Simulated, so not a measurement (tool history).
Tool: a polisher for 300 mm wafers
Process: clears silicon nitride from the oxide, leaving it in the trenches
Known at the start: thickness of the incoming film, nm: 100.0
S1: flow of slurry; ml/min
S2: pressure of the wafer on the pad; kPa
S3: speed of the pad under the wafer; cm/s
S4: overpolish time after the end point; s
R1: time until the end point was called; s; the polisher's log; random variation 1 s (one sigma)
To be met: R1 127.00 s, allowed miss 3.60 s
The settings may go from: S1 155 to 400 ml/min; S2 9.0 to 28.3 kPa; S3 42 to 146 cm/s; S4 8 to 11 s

run,hour,S1,S2,S3,S4,R1
1,0.0,255,18.6,94,11,138.33
2,5.6,260,18.6,94,11,140.52
3,14.3,235,18.6,94,11,138.50
4,14.9,235,19.3,94,11,135.37
5,16.6,235,15.2,94,11,170.37
6,18.8,235,15.2,94,8,168.82
7,25.7,235,15.9,94,8,164.93
8,26.9,235,16.5,94,8,157.01
9,29.1,235,17.2,94,8,152.09
10,35.6,250,21.4,94,8,120.65

Which of these 4 next moves meets every target?
A,42.1,265,24.8,84,11,?
B,42.1,170,24.1,84,10,?
C,42.1,190,26.9,80,8,?
D,42.1,275,22.1,96,11,?

move,R1
A,116.82
B,126.28
C,117.31
D,114.94
A: further off than the last run
B: meets every target
C: further off than the last run
D: further off than the last run
Answer: B
